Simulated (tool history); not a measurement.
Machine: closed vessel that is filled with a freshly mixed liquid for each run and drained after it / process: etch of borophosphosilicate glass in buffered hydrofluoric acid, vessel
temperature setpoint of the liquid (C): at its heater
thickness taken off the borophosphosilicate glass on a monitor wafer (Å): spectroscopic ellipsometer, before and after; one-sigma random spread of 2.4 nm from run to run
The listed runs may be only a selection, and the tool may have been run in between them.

| run | hour | temperature setpoint of the liquid (C) | parts of 40 % ammonium fluoride to one part of 49 % hydrofluoric acid (parts by volume) | time in the liquid (s) | thickness taken off the borophosphosilicate glass on a monitor wafer (Å) |
|---|---|---|---|---|---|
| 1 | 0 | 23 | 20 | 95 | 1508.8 |
| 2 | 8.7 | 23 | 20 | 95 | 1526.2 |
| 3 | 13.4 | 25 | 19.5 | 95 | 1739.9 |
| 4 | 19.9 | 25 | 22.5 | 95 | 1547.4 |
| 5 | 28.7 | 26.5 | 22.5 | 95 | 1665.5 |
| 6 | 35.9 | 26.5 | 20.5 | 95 | 1796.7 |
| 7 | 41 | 27.5 | 19.5 | 95 | 1989.3 |
| 8 | 44.5 | 28.5 | 19 | 95 | 2138.6 |

For run 9, what comes out?
| 9 | 45.6 | 29 | 18.5 | 95 | ? |

thickness taken off the borophosphosilicate glass on a monitor wafer (Å): 2249.9
